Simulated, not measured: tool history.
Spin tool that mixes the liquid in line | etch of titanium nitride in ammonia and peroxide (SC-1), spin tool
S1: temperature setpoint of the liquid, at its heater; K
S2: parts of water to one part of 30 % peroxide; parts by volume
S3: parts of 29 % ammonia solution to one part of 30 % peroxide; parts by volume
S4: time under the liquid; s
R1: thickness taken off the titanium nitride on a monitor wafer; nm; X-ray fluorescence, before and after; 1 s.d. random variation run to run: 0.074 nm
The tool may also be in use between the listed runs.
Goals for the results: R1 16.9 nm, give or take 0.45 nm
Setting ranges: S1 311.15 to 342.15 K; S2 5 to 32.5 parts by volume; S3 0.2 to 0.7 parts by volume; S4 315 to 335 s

run 1 hour=0 | S1=326.15 S2=18 S3=0.4 S4=315 | R1=13.332
run 2 hour=3.4 | S1=327.15 S2=18 S3=0.4 S4=315 | R1=14.287
run 3 hour=9.7 | S1=327.15 S2=18 S3=0.3 S4=315 | R1=13.537
run 4 hour=12.9 | S1=328.15 S2=18 S3=0.3 S4=315 | R1=14.466
-- hour=21.2 new drum of ammonia solution connected
run 5 hour=21.2 | S1=321.15 S2=18 S3=0.3 S4=315 | R1=9.1259
run 6 hour=25.9 | S1=318.65 S2=18 S3=0.3 S4=315 | R1=7.6576
run 7 hour=28.3 | S1=322.15 S2=18 S3=0.3 S4=315 | R1=9.8529
run 8 hour=33.3 | S1=324.65 S2=18 S3=0.3 S4=315 | R1=11.641
run 9 hour=34.2 | S1=326.15 S2=18 S3=0.3 S4=315 | R1=12.876
run 10 hour=41.8 | S1=327.15 S2=18 S3=0.3 S4=315 | R1=13.784
run 11 hour=47.8 | S1=328.15 S2=18 S3=0.3 S4=315 | R1=14.824
run 12 hour=54 | S1=328.65 S2=18 S3=0.3 S4=315 | R1=15.32

Which of these 4 next moves meets every target?
run A hour=60.2 | S1=319.15 S2=8.5 S3=0.55 S4=315 | R1=?
run B hour=60.2 | S1=322.65 S2=11 S3=0.45 S4=315 | R1=?
run C hour=60.2 | S1=320.65 S2=5.5 S3=0.35 S4=315 | R1=?
run D hour=60.2 | S1=329.65 S2=19.5 S3=0.3 S4=315 | R1=?

move=A R1=13.186
move=B R1=14.266
move=C R1=16.868
move=D R1=15.606
A: moves away from the targets compared with the last run
B: moves away from the targets compared with the last run
C: meets every target
D: gains on the last run, yet a result remains outside its allowed miss
Move C is the one to make.

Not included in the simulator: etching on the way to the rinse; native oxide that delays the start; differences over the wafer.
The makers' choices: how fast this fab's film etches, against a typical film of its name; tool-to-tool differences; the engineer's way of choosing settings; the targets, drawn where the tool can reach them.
